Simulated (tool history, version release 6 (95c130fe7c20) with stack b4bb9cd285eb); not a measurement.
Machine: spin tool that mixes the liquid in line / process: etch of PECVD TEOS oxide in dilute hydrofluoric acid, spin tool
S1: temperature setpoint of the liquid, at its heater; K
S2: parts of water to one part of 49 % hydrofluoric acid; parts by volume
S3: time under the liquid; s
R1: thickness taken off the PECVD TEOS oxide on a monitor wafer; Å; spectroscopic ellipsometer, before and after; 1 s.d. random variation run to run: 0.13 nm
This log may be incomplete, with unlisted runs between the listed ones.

run  hour      S1   S2  S3       R1
  1   0.0  295.15  145  70   66.997
  2   8.0  296.65  135  70   77.881
  3  10.2  296.65  135  70   75.974
  4  17.3  296.65  175  70   56.475
  5  26.2  297.65  160  70   65.260
  6  31.1  297.65  120  70   92.031
  7  33.3  298.65  115  70   99.823
  8  41.6  299.65  110  70  108.900
  9  44.1  300.15  105  70  117.060

The next listed run, before its measurement:
 10  47.9  300.65  105  70   ?

{"run 10": {"R1": 122.8}}
